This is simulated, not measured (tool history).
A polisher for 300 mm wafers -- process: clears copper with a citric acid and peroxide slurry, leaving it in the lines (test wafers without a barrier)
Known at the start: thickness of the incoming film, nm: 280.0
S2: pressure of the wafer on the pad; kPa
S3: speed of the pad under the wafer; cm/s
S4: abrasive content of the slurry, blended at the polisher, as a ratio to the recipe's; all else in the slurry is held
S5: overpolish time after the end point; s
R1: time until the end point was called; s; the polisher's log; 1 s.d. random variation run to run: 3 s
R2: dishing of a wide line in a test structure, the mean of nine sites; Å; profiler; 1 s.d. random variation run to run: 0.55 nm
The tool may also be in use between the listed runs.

Run 1, hour 0: flow of slurry (ml/min) 175, S2 28.3 kPa, S3 90 cm/s, S4 1, S5 26 s. Result: R1 122.27 s, R2 419.89 Å.
Run 2, hour 3.4: flow of slurry (ml/min) 175, S2 22.1 kPa, S3 90 cm/s, S4 1, S5 26 s. Result: R1 139.97 s, R2 358.49 Å.
Run 3, hour 6.3: flow of slurry (ml/min) 175, S2 22.1 kPa, S3 90 cm/s, S4 1, S5 21 s. Result: R1 138.24 s, R2 312.02 Å.
Run 4, hour 15.1: flow of slurry (ml/min) 175, S2 20 kPa, S3 86 cm/s, S4 1, S5 22 s. Result: R1 155.97 s, R2 303.12 Å.
Run 5, hour 22.1: flow of slurry (ml/min) 175, S2 17.2 kPa, S3 86 cm/s, S4 1, S5 22 s. Result: R1 166.12 s, R2 263.67 Å.
Run 6, hour 24.5: flow of slurry (ml/min) 175, S2 13.1 kPa, S3 86 cm/s, S4 1, S5 22 s. Result: R1 187.42 s, R2 244.24 Å.
Run 7, hour 28.6: flow of slurry (ml/min) 175, S2 13.1 kPa, S3 82 cm/s, S4 1, S5 22 s. Result: R1 194.61 s, R2 240.86 Å.

For run 8, what comes out?
Run 8, hour 35.6: flow of slurry (ml/min) 175, S2 13.1 kPa, S3 82 cm/s, S4 1, S5 22 s. Result: R1 ?, R2 ?.

{"run 8": {"R1": 194.47, "R2": 242.67}}
